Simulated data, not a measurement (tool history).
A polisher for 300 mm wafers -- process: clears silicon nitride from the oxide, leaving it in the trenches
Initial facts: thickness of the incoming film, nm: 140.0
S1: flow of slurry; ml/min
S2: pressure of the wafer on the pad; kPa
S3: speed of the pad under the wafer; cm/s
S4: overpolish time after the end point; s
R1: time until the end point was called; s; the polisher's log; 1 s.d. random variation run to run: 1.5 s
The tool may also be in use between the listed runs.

run  hour   S1    S2   S3  S4       R1
  1   0.0  225  18.6  128  15  131.150
  2   3.9  170  18.6  128  15  137.040
  3   7.6  170  18.6  138  15  130.480
  4  10.0  170  18.6  120  15  150.170
  5  17.4  175  20.0  122  15  131.390
  6  18.0  215  20.0  122  15  126.550
  7  22.4  220  20.7  122  15  125.260
  8  30.4  220  22.1  124  15  113.160
  9  31.8  220  22.8  124  15  110.710
 10  39.9  220  23.4  126  15  111.210
 11  41.1  225  24.1  130  15  103.880
 12  43.5  225  24.8  132  15  102.090

What does the tool deliver on the next run?
 13  44.3  225  24.8  132  15   ?

{"run 13": {"R1": 99.489}}
